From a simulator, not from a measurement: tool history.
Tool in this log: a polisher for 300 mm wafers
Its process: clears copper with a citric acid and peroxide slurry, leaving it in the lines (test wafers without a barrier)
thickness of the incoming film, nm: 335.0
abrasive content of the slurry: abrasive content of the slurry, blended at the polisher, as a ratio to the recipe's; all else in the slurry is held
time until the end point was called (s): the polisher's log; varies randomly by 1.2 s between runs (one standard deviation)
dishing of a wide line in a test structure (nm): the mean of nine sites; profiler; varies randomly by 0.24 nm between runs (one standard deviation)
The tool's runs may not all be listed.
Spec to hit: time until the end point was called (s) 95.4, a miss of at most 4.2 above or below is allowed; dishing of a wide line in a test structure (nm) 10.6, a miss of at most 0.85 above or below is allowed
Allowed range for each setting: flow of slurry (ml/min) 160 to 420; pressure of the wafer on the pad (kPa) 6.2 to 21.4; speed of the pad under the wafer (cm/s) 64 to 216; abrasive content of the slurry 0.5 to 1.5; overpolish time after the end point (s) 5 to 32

run  hour  flow of slurry (ml/min)  pressure of the wafer on the pad (kPa)  speed of the pad under the wafer (cm/s)  abrasive content of the slurry  overpolish time after the end point (s)  time until the end point was called (s)  dishing of a wide line in a test structure (nm)
  1     0                      270                                    13.8                                      140                               1                                       16                                   147.96                                           10.313
  2   7.2                      270                                    15.2                                      142                               1                                       15                                    131.7                                           10.248
  3  14.9                      270                                    15.2                                      116                               1                                       15                                   150.82                                           10.246
  4  22.8                      270                                    15.2                                      116                            0.85                                       15                                   155.77                                           10.095
  5  26.5                      270                                    16.5                                      118                            0.85                                       14                                   144.46                                           10.654
  6  27.3                      270                                    16.5                                       96                            0.85                                       14                                   162.95                                           9.5472
  7  32.1                      275                                    17.9                                      104                             0.9                                       12                                   141.79                                           10.076
  8  36.8                      275                                    18.6                                      112                            0.95                                       10                                   127.85                                           9.5691
  9    42                      275                                    19.3                                      118                            0.95                                       10                                    120.6                                            9.698
 10  49.3                      275                                      20                                      124                            0.95                                       11                                   108.94                                           10.116
 11  55.8                      275                                    20.7                                      126                            0.95                                       11                                   105.75                                           10.971

Pick the move, out of 4, that brings all results within their allowed miss; only one does.
  A  62.3                      210                                    20.7                                      150                               1                                       14                                        ?                                                ?
  B  62.3                      295                                      20                                      166                               1                                       10                                        ?                                                ?
  C  62.3                      350                                    21.4                                      154                               1                                        9                                        ?                                                ?
  D  62.3                      305                                    21.4                                      150                             1.2                                       10                                        ?                                                ?

move  time until the end point was called (s)  dishing of a wide line in a test structure (nm)
   A                                   98.223                                            10.98
   B                                   90.272                                           10.587
   C                                   88.174                                            10.43
   D                                   87.551                                            10.66
A: meets every target
B: the result that was furthest off in the last run now lies on the other side of its target
C: the result that was furthest off in the last run now lies on the other side of its target
D: the result that was furthest off in the last run now lies on the other side of its target
Correct choice: A, which meets every target

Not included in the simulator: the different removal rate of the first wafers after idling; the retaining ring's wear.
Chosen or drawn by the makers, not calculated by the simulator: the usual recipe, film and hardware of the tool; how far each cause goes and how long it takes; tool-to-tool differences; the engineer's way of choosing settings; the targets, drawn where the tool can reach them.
